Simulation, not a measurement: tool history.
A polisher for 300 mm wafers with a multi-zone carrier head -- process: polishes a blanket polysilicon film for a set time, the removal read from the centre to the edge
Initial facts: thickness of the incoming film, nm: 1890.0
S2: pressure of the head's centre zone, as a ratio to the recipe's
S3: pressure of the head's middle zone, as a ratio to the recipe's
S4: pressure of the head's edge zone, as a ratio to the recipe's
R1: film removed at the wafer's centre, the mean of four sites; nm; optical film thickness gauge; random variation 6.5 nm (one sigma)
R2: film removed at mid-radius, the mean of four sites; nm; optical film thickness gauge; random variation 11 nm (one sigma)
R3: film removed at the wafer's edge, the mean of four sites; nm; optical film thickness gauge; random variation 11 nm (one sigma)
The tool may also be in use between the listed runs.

Run 1, day 0: flow of slurry (ml/min) 270, S2 1, S3 1, S4 1, polishing time (s) 83. Result: R1 534.26 nm, R2 524.14 nm, R3 531.05 nm.
Run 2, day 0.279: flow of slurry (ml/min) 315, S2 1, S3 1, S4 1, polishing time (s) 83. Result: R1 550.08 nm, R2 557.2 nm, R3 539.52 nm.
Run 3, day 0.583: flow of slurry (ml/min) 320, S2 1, S3 1.02, S4 1.01, polishing time (s) 86. Result: R1 564.69 nm, R2 575.87 nm, R3 562.73 nm.
Run 4, day 0.617: flow of slurry (ml/min) 320, S2 1, S3 1.02, S4 0.94, polishing time (s) 86. Result: R1 578.26 nm, R2 559.1 nm, R3 540.66 nm.
Run 5, day 0.8: flow of slurry (ml/min) 325, S2 1.01, S3 1.04, S4 0.96, polishing time (s) 88. Result: R1 587.38 nm, R2 595 nm, R3 556.74 nm.
Run 6, day 1.046: flow of slurry (ml/min) 325, S2 1.01, S3 1.04, S4 0.96, polishing time (s) 80. Result: R1 536.03 nm, R2 532.48 nm, R3 505.55 nm.
Run 7, day 1.388: flow of slurry (ml/min) 330, S2 1.02, S3 1.05, S4 0.98, polishing time (s) 83. Result: R1 564.04 nm, R2 566.8 nm, R3 537.82 nm.
Run 8, day 1.412: flow of slurry (ml/min) 340, S2 1.03, S3 1.07, S4 1, polishing time (s) 85. Result: R1 585.17 nm, R2 591.92 nm, R3 541.81 nm.
Run 9, day 1.729: flow of slurry (ml/min) 340, S2 1.02, S3 1.07, S4 1.01, polishing time (s) 88. Result: R1 599.12 nm, R2 605.06 nm, R3 575.55 nm.
Run 10, day 1.85: flow of slurry (ml/min) 350, S2 1.01, S3 1.09, S4 1, polishing time (s) 91. Result: R1 614.3 nm, R2 630.47 nm, R3 596.56 nm.

Forecast run 11:
Run 11, day 2.071: flow of slurry (ml/min) 360, S2 1.01, S3 1.1, S4 1.01, polishing time (s) 93. Result: R1 ?, R2 ?, R3 ?.

R1: 619.08 nm
R2: 664.85 nm
R3: 609.25 nm
